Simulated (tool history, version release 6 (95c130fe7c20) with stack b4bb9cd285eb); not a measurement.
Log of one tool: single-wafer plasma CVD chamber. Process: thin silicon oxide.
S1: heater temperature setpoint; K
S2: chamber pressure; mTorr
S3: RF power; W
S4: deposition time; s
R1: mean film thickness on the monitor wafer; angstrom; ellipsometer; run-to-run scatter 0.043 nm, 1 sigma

run    day      S1   S2   S3    S4      R1
  1      0  693.15  594  275  5.98   80.74
  2  0.192  693.15  602  275  5.98  82.031
  3    0.4  693.15  660  275  5.98  88.894
  4  0.562  693.15  663  275  5.98  90.195
  5  0.862  693.15  665  275  5.98  91.161
  6  1.012  693.15  666  275  5.98  89.842
  7  1.058  693.15  669  275  5.98   91.06

Expected results for the next run?
  8  1.367  693.15  670  275  5.98   ?

{"run 8": {"R1": 90.842}}

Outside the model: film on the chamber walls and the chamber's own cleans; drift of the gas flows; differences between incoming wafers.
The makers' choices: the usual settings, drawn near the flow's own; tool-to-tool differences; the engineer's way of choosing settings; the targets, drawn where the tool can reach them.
